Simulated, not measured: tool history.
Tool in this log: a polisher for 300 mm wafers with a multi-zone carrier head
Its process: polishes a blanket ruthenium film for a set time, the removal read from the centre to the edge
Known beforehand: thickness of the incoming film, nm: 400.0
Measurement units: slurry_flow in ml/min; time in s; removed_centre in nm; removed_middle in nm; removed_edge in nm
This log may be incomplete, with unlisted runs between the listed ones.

| run | hour | slurry_flow | centre_zone | middle_zone | edge_zone | time | removed_centre | removed_middle | removed_edge |
|---|---|---|---|---|---|---|---|---|---|
| 1 | 0.0 | 240 | 1.00 | 1.00 | 1.00 | 74 | 60.399 | 59.984 | 58.587 |
| 2 | 6.9 | 245 | 0.98 | 1.02 | 1.03 | 79 | 63.526 | 65.845 | 63.617 |
| 3 | 9.5 | 250 | 0.96 | 1.03 | 1.06 | 83 | 66.441 | 71.299 | 67.741 |
| 4 | 12.0 | 250 | 0.96 | 1.03 | 1.02 | 83 | 66.634 | 69.734 | 66.189 |
| 5 | 20.3 | 305 | 0.96 | 1.03 | 1.02 | 83 | 66.352 | 69.131 | 66.712 |
| 6 | 27.5 | 305 | 0.94 | 1.04 | 1.05 | 87 | 69.095 | 74.212 | 72.102 |
| 7 | 36.4 | 305 | 0.93 | 1.05 | 1.08 | 89 | 68.797 | 76.763 | 74.006 |
| 8 | 41.5 | 305 | 0.92 | 1.06 | 1.10 | 92 | 73.943 | 79.350 | 77.400 |
| 9 | 42.7 | 320 | 0.90 | 1.08 | 1.12 | 94 | 72.803 | 83.445 | 79.761 |
| 10 | 48.6 | 320 | 0.89 | 1.08 | 1.13 | 96 | 73.127 | 83.621 | 81.687 |
| 11 | 50.8 | 320 | 0.88 | 1.09 | 1.14 | 97 | 74.141 | 86.685 | 82.543 |
| 12 | 57.0 | 320 | 0.87 | 1.09 | 1.15 | 98 | 74.909 | 89.386 | 84.365 |
| 13 | 64.8 | 320 | 0.86 | 1.09 | 1.16 | 99 | 73.836 | 87.592 | 85.863 |

Run 14 comes next. What will it give?
| 14 | 72.9 | 320 | 0.86 | 1.10 | 1.16 | 100 | ? | ? | ? |

Run 14 produced removed_centre 75.671 nm, removed_middle 88.614 nm, removed_edge 85.900 nm.

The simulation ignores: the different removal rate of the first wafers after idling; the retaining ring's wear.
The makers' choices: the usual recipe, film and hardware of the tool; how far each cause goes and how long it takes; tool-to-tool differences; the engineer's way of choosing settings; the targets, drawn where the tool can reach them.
